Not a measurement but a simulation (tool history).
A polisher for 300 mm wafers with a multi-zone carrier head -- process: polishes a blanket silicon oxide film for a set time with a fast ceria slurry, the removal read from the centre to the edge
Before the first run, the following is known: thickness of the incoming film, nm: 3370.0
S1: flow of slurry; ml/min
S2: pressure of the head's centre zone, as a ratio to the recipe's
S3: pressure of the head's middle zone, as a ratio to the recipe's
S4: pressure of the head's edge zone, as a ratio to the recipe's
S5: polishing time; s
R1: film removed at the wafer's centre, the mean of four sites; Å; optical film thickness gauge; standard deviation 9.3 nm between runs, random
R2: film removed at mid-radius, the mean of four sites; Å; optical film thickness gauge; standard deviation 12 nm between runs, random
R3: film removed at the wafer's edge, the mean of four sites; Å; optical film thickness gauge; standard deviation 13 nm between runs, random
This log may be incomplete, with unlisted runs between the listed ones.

run,hour,S1,S2,S3,S4,S5,R1,R2,R3
1,0,245,1,1,1,56,12019,11067,11392
2,8.8,255,1.02,1.03,1.01,56,12060,11688,11303
3,10.3,260,1.04,1.04,1.03,57,12667,11784,11625
4,19.2,260,1.04,1.08,1.03,57,12619,12176,11744
5,22.6,260,1.04,1.08,1.03,45,10114,9721.6,9364.1
6,27.7,260,1.04,1.08,1.07,45,9897.4,9643.3,9542.1
7,32.6,265,1.05,1.09,1.07,47,10532,10092,10060

Run 8 is up next; what results do you expect?
8,36.1,265,1.05,1.09,1.07,47,?,?,?

R1: 10579 Å
R2: 10313 Å
R3: 10020 Å

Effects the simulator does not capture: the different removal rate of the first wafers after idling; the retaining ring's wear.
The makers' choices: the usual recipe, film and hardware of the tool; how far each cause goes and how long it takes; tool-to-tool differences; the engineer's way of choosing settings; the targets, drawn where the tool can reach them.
